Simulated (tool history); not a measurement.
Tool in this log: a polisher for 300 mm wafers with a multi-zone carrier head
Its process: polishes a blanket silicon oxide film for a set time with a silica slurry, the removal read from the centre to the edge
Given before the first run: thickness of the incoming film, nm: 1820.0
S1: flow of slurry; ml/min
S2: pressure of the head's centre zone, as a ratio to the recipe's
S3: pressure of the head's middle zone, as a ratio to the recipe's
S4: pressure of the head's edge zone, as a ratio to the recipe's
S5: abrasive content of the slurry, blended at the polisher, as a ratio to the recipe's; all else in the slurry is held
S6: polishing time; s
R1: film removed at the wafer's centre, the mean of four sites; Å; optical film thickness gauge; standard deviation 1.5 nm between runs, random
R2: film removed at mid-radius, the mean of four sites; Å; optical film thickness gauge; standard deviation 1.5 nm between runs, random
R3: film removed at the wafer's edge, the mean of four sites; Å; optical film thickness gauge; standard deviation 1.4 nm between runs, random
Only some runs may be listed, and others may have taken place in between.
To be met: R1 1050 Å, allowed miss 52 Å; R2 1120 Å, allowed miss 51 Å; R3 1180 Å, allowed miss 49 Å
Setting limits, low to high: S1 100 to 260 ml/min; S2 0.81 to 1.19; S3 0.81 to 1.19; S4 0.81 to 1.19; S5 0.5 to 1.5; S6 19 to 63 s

run 1 hour=0 | S1=165 S2=1 S3=1 S4=1 S5=1 S6=41 | R1=791.57 R2=841.72 R3=791.91
run 2 hour=7.4 | S1=165 S2=0.99 S3=0.99 S4=1.03 S5=1.1 S6=42 | R1=842.57 R2=885.4 R3=852.62
run 3 hour=13.5 | S1=165 S2=0.97 S3=0.98 S4=1.06 S5=1.2 S6=43 | R1=933.38 R2=936.76 R3=933.81
run 4 hour=18.5 | S1=170 S2=0.94 S3=0.99 S4=1.09 S5=1.25 S6=43 | R1=919.77 R2=987.16 R3=968.48
run 5 hour=26.1 | S1=190 S2=0.94 S3=0.99 S4=1.09 S5=1.25 S6=43 | R1=925 R2=993.86 R3=992.69
run 6 hour=33.6 | S1=200 S2=0.94 S3=0.99 S4=1.11 S5=1.3 S6=43 | R1=952.3 R2=997.39 R3=1016.2
run 7 hour=37 | S1=200 S2=0.93 S3=0.99 S4=1.12 S5=1.35 S6=43 | R1=951.3 R2=1022.2 R3=1033.3
run 8 hour=43.2 | S1=200 S2=0.93 S3=0.99 S4=1.13 S5=1.4 S6=43 | R1=968.55 R2=1047.7 R3=1049.9
run 9 hour=45.1 | S1=205 S2=0.93 S3=0.98 S4=1.14 S5=1.4 S6=43 | R1=968.42 R2=1043.4 R3=1034.7
run 10 hour=51.3 | S1=210 S2=0.92 S3=0.96 S4=1.15 S5=1.4 S6=44 | R1=994.28 R2=1071.7 R3=1075.3
run 11 hour=60.3 | S1=220 S2=0.91 S3=0.94 S4=1.16 S5=1.4 S6=44 | R1=995.06 R2=1058.3 R3=1106.2
run 12 hour=64.4 | S1=225 S2=0.91 S3=0.94 S4=1.16 S5=1.4 S6=44 | R1=1004.8 R2=1082.1 R3=1105.6
run 13 hour=68.6 | S1=225 S2=0.91 S3=0.93 S4=1.17 S5=1.4 S6=44 | R1=1000.9 R2=1047.5 R3=1114.3
run 14 hour=76.7 | S1=230 S2=0.9 S3=0.93 S4=1.18 S5=1.45 S6=44 | R1=992.48 R2=1061.6 R3=1098.6

5 next moves are on the table. One of them brings every result within its allowed miss. Which?
run A hour=84.8 | S1=225 S2=0.91 S3=0.95 S4=1.19 S5=1.5 S6=46 | R1=? R2=? R3=?
run B hour=84.8 | S1=230 S2=0.89 S3=0.83 S4=1.1 S5=1.2 S6=50 | R1=? R2=? R3=?
run C hour=84.8 | S1=260 S2=1 S3=0.83 S4=1.16 S5=1.35 S6=43 | R1=? R2=? R3=?
run D hour=84.8 | S1=260 S2=0.96 S3=1.1 S4=1.03 S5=1.5 S6=43 | R1=? R2=? R3=?
run E hour=84.8 | S1=250 S2=0.88 S3=0.81 S4=1.19 S5=1.35 S6=48 | R1=? R2=? R3=?

move=A R1=1056.6 R2=1103.2 R3=1192
move=B R1=1036.7 R2=992.16 R3=1148.8
move=C R1=1039.7 R2=908.6 R3=1074.3
move=D R1=1050.5 R2=1180.6 R3=1056.7
move=E R1=1047.5 R2=991.45 R3=1209.6
A: every result within its allowed miss
B: meets the target for the result that was furthest off, but another lies outside its allowed miss
C: moves away from the targets compared with the last run
D: moves away from the targets compared with the last run
E: meets the target for the result that was furthest off, but another lies outside its allowed miss
Correct choice: A, which meets every target
